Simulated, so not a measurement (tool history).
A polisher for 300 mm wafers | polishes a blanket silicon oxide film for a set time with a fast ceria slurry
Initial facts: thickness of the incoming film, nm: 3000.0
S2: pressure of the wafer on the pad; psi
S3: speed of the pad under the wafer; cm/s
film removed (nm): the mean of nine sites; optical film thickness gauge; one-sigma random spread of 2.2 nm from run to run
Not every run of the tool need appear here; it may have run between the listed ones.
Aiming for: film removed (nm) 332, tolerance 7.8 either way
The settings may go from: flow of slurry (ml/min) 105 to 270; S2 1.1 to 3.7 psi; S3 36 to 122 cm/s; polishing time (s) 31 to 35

run 1 day=0 | flow_of_slurry_(ml/min)=175 S2=2.4 S3=78 polishing_time_(s)=35 | film_removed_(nm)=366.76
run 2 day=0.262 | flow_of_slurry_(ml/min)=170 S2=2.4 S3=78 polishing_time_(s)=35 | film_removed_(nm)=356.82
run 3 day=0.329 | flow_of_slurry_(ml/min)=165 S2=2.4 S3=78 polishing_time_(s)=35 | film_removed_(nm)=363.92
run 4 day=0.525 | flow_of_slurry_(ml/min)=165 S2=2.4 S3=60 polishing_time_(s)=35 | film_removed_(nm)=296.53
run 5 day=0.658 | flow_of_slurry_(ml/min)=205 S2=2.4 S3=60 polishing_time_(s)=35 | film_removed_(nm)=303.12
run 6 day=0.704 | flow_of_slurry_(ml/min)=215 S2=2.5 S3=60 polishing_time_(s)=35 | film_removed_(nm)=319.79
run 7 day=0.967 | flow_of_slurry_(ml/min)=225 S2=2.5 S3=60 polishing_time_(s)=35 | film_removed_(nm)=322.99
run 8 day=1.088 | flow_of_slurry_(ml/min)=230 S2=2.5 S3=60 polishing_time_(s)=35 | film_removed_(nm)=322.03

5 next moves are on the table. One of them brings every result within its allowed miss. Which?
run A day=1.208 | flow_of_slurry_(ml/min)=250 S2=2.9 S3=58 polishing_time_(s)=34 | film_removed_(nm)=?
run B day=1.208 | flow_of_slurry_(ml/min)=235 S2=2.7 S3=56 polishing_time_(s)=35 | film_removed_(nm)=?
run C day=1.208 | flow_of_slurry_(ml/min)=245 S2=2.7 S3=60 polishing_time_(s)=35 | film_removed_(nm)=?
run D day=1.208 | flow_of_slurry_(ml/min)=190 S2=2.7 S3=62 polishing_time_(s)=35 | film_removed_(nm)=?
run E day=1.208 | flow_of_slurry_(ml/min)=220 S2=3.1 S3=56 polishing_time_(s)=33 | film_removed_(nm)=?

move=A film_removed_(nm)=355.94
move=B film_removed_(nm)=330.81
move=C film_removed_(nm)=349.57
move=D film_removed_(nm)=346.45
move=E film_removed_(nm)=354
A: moves the result that the last run missed by most past its target, out the other side
B: all results in spec
C: moves the result that the last run missed by most past its target, out the other side
D: moves the result that the last run missed by most past its target, out the other side
E: moves the result that the last run missed by most past its target, out the other side
Answer: B
